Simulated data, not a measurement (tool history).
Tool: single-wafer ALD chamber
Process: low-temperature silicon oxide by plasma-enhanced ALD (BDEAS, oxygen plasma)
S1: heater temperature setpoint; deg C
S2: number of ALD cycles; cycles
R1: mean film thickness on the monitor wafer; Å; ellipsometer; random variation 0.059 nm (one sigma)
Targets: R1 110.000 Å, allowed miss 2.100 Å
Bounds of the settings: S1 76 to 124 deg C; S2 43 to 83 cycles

Run 1, hour 0.0: S1 100 deg C, S2 63 cycles. Result: R1 93.835 Å.
Run 2, hour 7.4: S1 98 deg C, S2 64 cycles. Result: R1 95.543 Å.
Run 3, hour 9.5: S1 98 deg C, S2 60 cycles. Result: R1 89.759 Å.
Run 4, hour 11.0: S1 97 deg C, S2 62 cycles. Result: R1 93.221 Å.
Run 5, hour 14.1: S1 91 deg C, S2 62 cycles. Result: R1 94.856 Å.
Run 6, hour 15.2: S1 91 deg C, S2 65 cycles. Result: R1 98.842 Å.
Run 7, hour 19.5: S1 90 deg C, S2 66 cycles. Result: R1 100.390 Å.
Run 8, hour 26.2: S1 89 deg C, S2 67 cycles. Result: R1 103.970 Å.
Run 9, hour 32.9: S1 88 deg C, S2 67 cycles. Result: R1 102.990 Å.

Which of these 5 next moves meets every target?
Run A, hour 39.6: S1 82 deg C, S2 62 cycles. Result: R1 ?.
Run B, hour 39.6: S1 85 deg C, S2 64 cycles. Result: R1 ?.
Run C, hour 39.6: S1 93 deg C, S2 68 cycles. Result: R1 ?.
Run D, hour 39.6: S1 87 deg C, S2 69 cycles. Result: R1 ?.
Run E, hour 39.6: S1 84 deg C, S2 70 cycles. Result: R1 ?.

move       R1
   A   97.698
   B   99.926
   C  103.560
   D  107.070
   E  109.630
A: further off than the last run
B: further off than the last run
C: nearer than the last run, and not there yet
D: nearer than the last run, and not there yet
E: meets every target
Answer: E
